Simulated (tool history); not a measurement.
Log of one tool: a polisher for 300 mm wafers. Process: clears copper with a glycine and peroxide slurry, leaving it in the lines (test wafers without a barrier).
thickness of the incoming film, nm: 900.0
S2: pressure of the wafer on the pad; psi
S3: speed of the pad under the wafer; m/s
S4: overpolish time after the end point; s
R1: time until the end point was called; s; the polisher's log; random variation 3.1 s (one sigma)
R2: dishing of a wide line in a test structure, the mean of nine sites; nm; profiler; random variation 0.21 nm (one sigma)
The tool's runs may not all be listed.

Run 1, hour 0.0: flow of slurry (ml/min) 190, S2 3.4 psi, S3 1.00 m/s, S4 18 s. Result: R1 144.47 s, R2 43.020 nm.
Run 2, hour 3.9: flow of slurry (ml/min) 190, S2 3.4 psi, S3 1.00 m/s, S4 23 s. Result: R1 147.44 s, R2 48.138 nm.
Run 3, hour 5.2: flow of slurry (ml/min) 190, S2 3.0 psi, S3 1.00 m/s, S4 23 s. Result: R1 162.98 s, R2 46.814 nm.
Run 4, hour 6.4: flow of slurry (ml/min) 170, S2 3.1 psi, S3 0.84 m/s, S4 18 s. Result: R1 180.12 s, R2 40.289 nm.
Run 5, hour 14.0: flow of slurry (ml/min) 170, S2 3.1 psi, S3 0.84 m/s, S4 21 s. Result: R1 180.82 s, R2 42.539 nm.
Run 6, hour 22.8: flow of slurry (ml/min) 170, S2 3.1 psi, S3 0.70 m/s, S4 21 s. Result: R1 198.25 s, R2 41.699 nm.
Run 7, hour 27.8: flow of slurry (ml/min) 155, S2 2.6 psi, S3 0.82 m/s, S4 16 s. Result: R1 208.72 s, R2 34.524 nm.

Run 8 comes next. What will it give?
Run 8, hour 33.6: flow of slurry (ml/min) 155, S2 2.6 psi, S3 0.82 m/s, S4 16 s. Result: R1 ?, R2 ?.

{"run 8": {"R1": 220.24, "R2": 34.79}}
